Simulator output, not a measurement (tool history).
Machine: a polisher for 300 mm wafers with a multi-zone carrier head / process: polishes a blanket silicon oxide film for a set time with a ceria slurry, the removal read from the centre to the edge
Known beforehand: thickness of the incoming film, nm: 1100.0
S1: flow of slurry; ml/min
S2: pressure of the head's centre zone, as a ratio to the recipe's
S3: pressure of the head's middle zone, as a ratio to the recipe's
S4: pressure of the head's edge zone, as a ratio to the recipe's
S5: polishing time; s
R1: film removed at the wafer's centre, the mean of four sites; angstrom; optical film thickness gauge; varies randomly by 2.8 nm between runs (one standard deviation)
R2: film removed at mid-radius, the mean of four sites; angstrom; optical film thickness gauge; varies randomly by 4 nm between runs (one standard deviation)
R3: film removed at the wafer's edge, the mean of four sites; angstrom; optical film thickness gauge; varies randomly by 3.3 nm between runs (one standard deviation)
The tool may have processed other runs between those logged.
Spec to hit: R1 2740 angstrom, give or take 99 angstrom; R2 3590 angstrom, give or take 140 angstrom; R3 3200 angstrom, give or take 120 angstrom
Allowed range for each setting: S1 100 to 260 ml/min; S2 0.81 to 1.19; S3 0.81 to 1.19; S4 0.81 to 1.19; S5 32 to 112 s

run  hour   S1    S2    S3    S4  S5      R1      R2      R3
  1     0  165     1     1     1  72  4437.1  4369.9  4345.7
  2   7.4  155  0.95  1.02  0.98  68  3953.3  4131.7  4126.3
  3  15.8  155  0.92  1.06  0.95  63  3466.5  4011.8  3711.2
  4  18.7  150  0.89  1.06  0.92  61  3282.1  3826.7  3552.5
  5  25.9  150  0.89  1.06  0.87  61  3252.1  3827.9  3431.5
  6  31.6  150  0.89  1.06  0.87  50  2667.8  3154.8  2789.5
  7  34.4  160  0.88  1.07   0.9  50  2676.1  3150.7  2912.3
  8  42.3  160  0.87   1.1  0.91  51  2655.3  3328.2  2915.9
  9  47.3  160  0.87  1.11  0.93  52  2749.1    3369  3002.6

Which of these 5 next moves meets every target?
  A  52.3  175  0.87  1.19  0.89  51   ?   ?   ?
  B  52.3  120  0.88  1.19  0.87  55   ?   ?   ?
  C  52.3  155  0.87  1.19  0.89  52   ?   ?   ?
  D  52.3  145  0.87  1.19  1.05  53   ?   ?   ?
  E  52.3  195  0.81  1.19  0.92  51   ?   ?   ?

move      R1      R2      R3
   A    2738  3473.6  2909.8
   B  2747.6  3480.1  2945.9
   C  2726.5  3468.4  2921.9
   D  2739.8  3490.2  3192.3
   E  2595.8  3533.2  2991.2
A: the biggest miss grows against the last run
B: the biggest miss grows against the last run
C: the biggest miss grows against the last run
D: all results in spec
E: the biggest miss grows against the last run
Go with D: it meets all targets.

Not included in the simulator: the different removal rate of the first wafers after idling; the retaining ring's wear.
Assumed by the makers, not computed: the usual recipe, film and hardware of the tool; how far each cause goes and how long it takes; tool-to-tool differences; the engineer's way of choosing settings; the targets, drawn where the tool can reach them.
